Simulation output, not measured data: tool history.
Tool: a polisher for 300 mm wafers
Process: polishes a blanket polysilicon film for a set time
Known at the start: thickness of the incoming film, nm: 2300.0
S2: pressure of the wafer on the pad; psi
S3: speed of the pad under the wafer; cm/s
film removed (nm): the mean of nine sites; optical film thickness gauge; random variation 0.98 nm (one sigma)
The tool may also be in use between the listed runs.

{"run": 1, "hour": 0.0, "flow of slurry (ml/min)": 200, "S2": 3.3, "S3": 96, "polishing time (s)": 31, "film removed (nm)": 239.79}
{"run": 2, "hour": 6.5, "flow of slurry (ml/min)": 195, "S2": 3.1, "S3": 96, "polishing time (s)": 31, "film removed (nm)": 225.22}
{"run": 3, "hour": 13.5, "flow of slurry (ml/min)": 155, "S2": 3.1, "S3": 96, "polishing time (s)": 31, "film removed (nm)": 216.56}
{"run": 4, "hour": 21.2, "flow of slurry (ml/min)": 150, "S2": 3, "S3": 96, "polishing time (s)": 31, "film removed (nm)": 213.03}
{"run": 5, "hour": 22.3, "flow of slurry (ml/min)": 150, "S2": 3, "S3": 96, "polishing time (s)": 28, "film removed (nm)": 190.97}
{"run": 6, "hour": 27.5, "flow of slurry (ml/min)": 150, "S2": 3, "S3": 96, "polishing time (s)": 31, "film removed (nm)": 213.5}
{"run": 7, "hour": 31.1, "flow of slurry (ml/min)": 150, "S2": 2.8, "S3": 96, "polishing time (s)": 31, "film removed (nm)": 196.14}

Run 8 comes next. What will it give?
{"run": 8, "hour": 38.1, "flow of slurry (ml/min)": 150, "S2": 2.7, "S3": 96, "polishing time (s)": 31, "film removed (nm)": "?"}

Run 8 gave film removed (nm) 192.64.
